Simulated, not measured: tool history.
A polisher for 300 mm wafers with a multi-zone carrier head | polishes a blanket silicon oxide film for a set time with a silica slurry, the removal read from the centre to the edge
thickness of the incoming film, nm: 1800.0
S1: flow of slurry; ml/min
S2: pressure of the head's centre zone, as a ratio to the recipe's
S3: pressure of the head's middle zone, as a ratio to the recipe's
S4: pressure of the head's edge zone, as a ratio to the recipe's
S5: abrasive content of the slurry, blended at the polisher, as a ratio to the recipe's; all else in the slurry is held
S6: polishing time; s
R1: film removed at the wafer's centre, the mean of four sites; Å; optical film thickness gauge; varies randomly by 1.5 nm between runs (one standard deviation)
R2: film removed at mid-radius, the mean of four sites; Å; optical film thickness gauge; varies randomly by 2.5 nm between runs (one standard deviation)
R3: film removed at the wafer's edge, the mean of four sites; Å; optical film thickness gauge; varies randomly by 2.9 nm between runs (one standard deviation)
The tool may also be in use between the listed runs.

| run | hour | S1 | S2 | S3 | S4 | S5 | S6 | R1 | R2 | R3 |
|---|---|---|---|---|---|---|---|---|---|---|
| 1 | 0 | 185 | 1 | 1 | 1 | 1 | 52 | 2448.4 | 2273.5 | 2232 |
| 2 | 4.8 | 180 | 0.99 | 1 | 0.99 | 1 | 52 | 2418.6 | 2282 | 2203.7 |
| 3 | 11.3 | 175 | 0.98 | 1 | 0.99 | 1 | 52 | 2396.9 | 2254.2 | 2263.7 |
| 4 | 12.7 | 175 | 0.98 | 1 | 1.02 | 1 | 52 | 2361.8 | 2271.5 | 2240 |
| 5 | 14.6 | 175 | 0.98 | 0.92 | 1.02 | 1 | 52 | 2352.5 | 2063.9 | 2203.8 |
| 6 | 19.9 | 175 | 0.97 | 0.93 | 1.01 | 1 | 52 | 2348.9 | 2148.5 | 2255.7 |
| 7 | 26 | 175 | 0.96 | 0.94 | 1 | 1 | 52 | 2306.4 | 2130.8 | 2131.3 |
| 8 | 27.4 | 125 | 0.86 | 1.03 | 1.08 | 1.05 | 52 | 2010.9 | 2215.5 | 2206.3 |

Estimate the outcome of run 9 from the log above:
| 9 | 31.5 | 125 | 0.86 | 1.03 | 1.07 | 1.05 | 52 | ? | ? | ? |

R1: 2022 Å
R2: 2204.5 Å
R3: 2254.9 Å
